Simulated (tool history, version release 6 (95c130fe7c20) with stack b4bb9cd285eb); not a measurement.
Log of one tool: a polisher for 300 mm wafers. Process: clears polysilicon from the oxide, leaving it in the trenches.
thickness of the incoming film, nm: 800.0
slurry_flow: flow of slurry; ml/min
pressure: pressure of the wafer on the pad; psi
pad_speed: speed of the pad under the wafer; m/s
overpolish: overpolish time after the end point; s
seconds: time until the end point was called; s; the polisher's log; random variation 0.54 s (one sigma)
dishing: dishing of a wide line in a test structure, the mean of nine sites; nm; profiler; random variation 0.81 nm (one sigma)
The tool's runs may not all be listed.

| run | day | slurry_flow | pressure | pad_speed | overpolish | seconds | dishing |
|---|---|---|---|---|---|---|---|
| 1 | 0.000 | 220 | 2.7 | 0.80 | 20 | 60.098 | 77.650 |
| 2 | 0.317 | 220 | 2.7 | 0.96 | 20 | 51.391 | 80.793 |
| 3 | 0.612 | 220 | 2.7 | 1.04 | 20 | 47.583 | 80.871 |
| 4 | 0.833 | 185 | 2.7 | 1.04 | 20 | 47.937 | 79.496 |
| 5 | 0.883 | 185 | 3.2 | 1.04 | 20 | 39.878 | 81.009 |
| 6 | 1.204 | 175 | 3.1 | 1.04 | 18 | 43.274 | 78.672 |
| 7 | 1.333 | 170 | 3.1 | 1.04 | 16 | 42.918 | 77.925 |
| 8 | 1.404 | 165 | 3.1 | 1.02 | 14 | 43.466 | 75.825 |
| 9 | 1.742 | 160 | 3.1 | 1.02 | 13 | 43.164 | 74.753 |
| 10 | 1.925 | 155 | 3.0 | 1.02 | 12 | 45.381 | 73.673 |
| 11 | 2.025 | 215 | 2.6 | 1.00 | 6 | 50.106 | 51.604 |
| 12 | 2.308 | 205 | 2.6 | 1.00 | 7 | 51.446 | 55.295 |

Run 13 comes next. What will it give?
| 13 | 2.362 | 195 | 2.6 | 1.00 | 7 | ? | ? |

Run 13 gave seconds 52.136 s, dishing 56.528 nm.
